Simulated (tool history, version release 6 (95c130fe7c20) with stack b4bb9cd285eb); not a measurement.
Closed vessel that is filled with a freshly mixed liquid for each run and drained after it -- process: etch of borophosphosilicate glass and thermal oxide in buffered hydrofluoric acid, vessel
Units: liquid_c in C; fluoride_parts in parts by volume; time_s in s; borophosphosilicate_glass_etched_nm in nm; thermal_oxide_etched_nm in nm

run  hour  liquid_c  fluoride_parts  time_s  borophosphosilicate_glass_etched_nm  thermal_oxide_etched_nm
  1   0.0        24            21.0      60                               57.560                   38.723
  2   5.0        23            21.5      60                               54.866                   35.807
  3   8.8        26            21.5      60                               64.010                   42.048
  4  14.0        26            21.5      80                               85.844                   56.085
  5  19.5        25            22.5      80                               79.385                   51.435
     24.6  -- thermometer replaced
  6  24.6        25            22.5      95                               83.874                   55.262
  7  29.4        24            23.5      95                               77.747                   50.959

Run 8, settings as shown, results not yet in. Your forecast:
  8  31.5        24            23.5      95                                    ?                        ?

Run 8 yielded borophosphosilicate_glass_etched_nm 77.938 nm, thermal_oxide_etched_nm 50.577 nm.
